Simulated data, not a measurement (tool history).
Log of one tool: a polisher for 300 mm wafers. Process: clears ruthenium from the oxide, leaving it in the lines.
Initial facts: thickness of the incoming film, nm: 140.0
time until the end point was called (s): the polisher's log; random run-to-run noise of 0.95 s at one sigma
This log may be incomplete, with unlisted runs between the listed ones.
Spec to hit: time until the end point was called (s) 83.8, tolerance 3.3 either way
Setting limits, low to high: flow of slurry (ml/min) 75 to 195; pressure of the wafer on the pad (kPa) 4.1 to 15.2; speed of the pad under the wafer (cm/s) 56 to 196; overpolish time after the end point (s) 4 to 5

run,day,flow of slurry (ml/min),pressure of the wafer on the pad (kPa),speed of the pad under the wafer (cm/s),overpolish time after the end point (s),time until the end point was called (s)
1,0,125,9.7,126,5,151.55
2,0.225,130,11,128,5,132.58
3,0.588,135,12.4,132,5,112.03
4,0.708,140,13.1,134,5,105.27
5,0.992,140,13.8,136,5,98.723
6,1.125,160,13.8,136,5,96.305
7,1.379,160,14.5,136,5,91.95
8,1.712,160,14.5,138,5,91.272
9,2.083,160,14.5,140,5,89.868

Pick the move, out of 5, that brings all results within their allowed miss; only one does.
A,2.454,130,13.8,168,4,?
B,2.454,160,15.2,126,5,?
C,2.454,140,15.2,160,5,?
D,2.454,150,15.2,164,4,?
E,2.454,145,15.2,126,5,?

move,time until the end point was called (s)
A,83.932
B,95.663
C,78.818
D,76.091
E,97.304
A: every result lands within tolerance
B: further off than the last run
C: takes the biggest miss from the last run beyond its target
D: takes the biggest miss from the last run beyond its target
E: further off than the last run
Answer: A
